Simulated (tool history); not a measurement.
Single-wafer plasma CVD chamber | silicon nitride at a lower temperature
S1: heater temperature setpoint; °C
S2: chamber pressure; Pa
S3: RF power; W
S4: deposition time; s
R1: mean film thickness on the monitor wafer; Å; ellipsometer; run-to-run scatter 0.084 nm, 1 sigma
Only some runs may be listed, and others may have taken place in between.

run 1 hour=0.0 | S1=350 S2=251 S3=400 S4=21.1 | R1=279.78
run 2 hour=5.0 | S1=350 S2=251 S3=400 S4=21.1 | R1=281.93
run 3 hour=9.6 | S1=340 S2=251 S3=400 S4=21.1 | R1=282.20
run 4 hour=10.4 | S1=340 S2=251 S3=435 S4=21.1 | R1=301.63
run 5 hour=13.9 | S1=340 S2=260 S3=435 S4=21.1 | R1=303.67
run 6 hour=19.4 | S1=340 S2=260 S3=415 S4=21.1 | R1=292.68
run 7 hour=22.3 | S1=340 S2=271 S3=420 S4=21.1 | R1=299.63
run 8 hour=28.8 | S1=340 S2=281 S3=420 S4=21.1 | R1=302.12
run 9 hour=31.8 | S1=340 S2=289 S3=425 S4=21.1 | R1=308.58
run 10 hour=33.7 | S1=340 S2=340 S3=435 S4=21.1 | R1=323.82

Run 11 is up next; what results do you expect?
run 11 hour=38.6 | S1=340 S2=341 S3=435 S4=21.1 | R1=?

Run 11 produced R1 324.26 Å.
